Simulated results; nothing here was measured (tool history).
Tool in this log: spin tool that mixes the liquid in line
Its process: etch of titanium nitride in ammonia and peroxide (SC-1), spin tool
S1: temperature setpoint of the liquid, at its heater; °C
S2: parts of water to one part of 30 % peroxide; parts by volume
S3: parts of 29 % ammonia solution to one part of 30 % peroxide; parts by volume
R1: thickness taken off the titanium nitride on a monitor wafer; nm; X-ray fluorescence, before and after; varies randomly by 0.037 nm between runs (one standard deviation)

Run 1, hour 0.0: S1 50.0 °C, S2 22.0 parts by volume, S3 0.6 parts by volume, time under the liquid (s) 275. Result: R1 9.8638 nm.
Run 2, hour 8.8: S1 47.0 °C, S2 22.0 parts by volume, S3 0.6 parts by volume, time under the liquid (s) 275. Result: R1 8.1272 nm.
Run 3, hour 10.1: S1 41.5 °C, S2 22.0 parts by volume, S3 0.6 parts by volume, time under the liquid (s) 275. Result: R1 5.3218 nm.
Run 4, hour 15.2: S1 38.0 °C, S2 22.0 parts by volume, S3 0.6 parts by volume, time under the liquid (s) 275. Result: R1 4.1952 nm.
Run 5, hour 23.6: S1 38.0 °C, S2 29.0 parts by volume, S3 0.6 parts by volume, time under the liquid (s) 275. Result: R1 3.6153 nm.
Run 6, hour 25.4: S1 38.5 °C, S2 29.0 parts by volume, S3 0.6 parts by volume, time under the liquid (s) 275. Result: R1 3.7210 nm.

Run 7 comes next. What will it give?
Run 7, hour 28.8: S1 39.0 °C, S2 29.0 parts by volume, S3 0.6 parts by volume, time under the liquid (s) 275. Result: R1 ?.

{"run 7": {"R1": 3.8242}}
